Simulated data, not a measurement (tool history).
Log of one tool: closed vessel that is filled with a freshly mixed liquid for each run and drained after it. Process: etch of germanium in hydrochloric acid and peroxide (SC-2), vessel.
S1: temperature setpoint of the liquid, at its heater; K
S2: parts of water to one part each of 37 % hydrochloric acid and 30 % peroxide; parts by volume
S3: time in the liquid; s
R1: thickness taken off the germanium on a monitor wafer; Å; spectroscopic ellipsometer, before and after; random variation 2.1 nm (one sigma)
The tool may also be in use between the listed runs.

run  hour      S1   S2  S3      R1
  1     0  336.15    5  90  4338.3
  2   5.9  336.15  6.5  90  4271.3
  3  14.6  336.15    8  90  4221.6
  4  22.5  334.65    8  90  4053.4
  5  30.3  340.65    8  90  4819.6
  6  34.6  337.65    8  90  4420.6
  7  42.3  335.65    8  90  4188.3

Forecast run 8:
  8  43.5  334.15   8  90   ?

R1: 4007.1 Å

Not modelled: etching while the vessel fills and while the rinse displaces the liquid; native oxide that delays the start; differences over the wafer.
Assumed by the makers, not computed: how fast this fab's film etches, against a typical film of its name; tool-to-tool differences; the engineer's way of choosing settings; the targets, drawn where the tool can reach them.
